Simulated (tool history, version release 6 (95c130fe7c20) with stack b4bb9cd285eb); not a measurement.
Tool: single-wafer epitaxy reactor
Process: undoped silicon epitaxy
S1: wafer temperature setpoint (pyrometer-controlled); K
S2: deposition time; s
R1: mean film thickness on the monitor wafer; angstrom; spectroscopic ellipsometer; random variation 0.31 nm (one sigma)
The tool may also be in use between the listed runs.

Run 1, day 0: S1 928.15 K, S2 408 s. Result: R1 700.46 angstrom.
Run 2, day 0.304: S1 932.15 K, S2 408 s. Result: R1 777.09 angstrom.
Run 3, day 0.425: S1 929.15 K, S2 408 s. Result: R1 720.02 angstrom.
Run 4, day 0.779: S1 929.15 K, S2 385 s. Result: R1 669.56 angstrom.
At day 0.838: pyrometer calibrated.
Run 5, day 0.838: S1 927.15 K, S2 385 s. Result: R1 734.97 angstrom.
Run 6, day 0.912: S1 927.15 K, S2 326 s. Result: R1 629.87 angstrom.
Run 7, day 1.217: S1 927.15 K, S2 326 s. Result: R1 633.56 angstrom.
Run 8, day 1.379: S1 925.15 K, S2 325 s. Result: R1 593.94 angstrom.

Run 9 comes next. What will it give?
Run 9, day 1.421: S1 924.15 K, S2 325 s. Result: R1 ?.

{"run 9": {"R1": 583.21}}
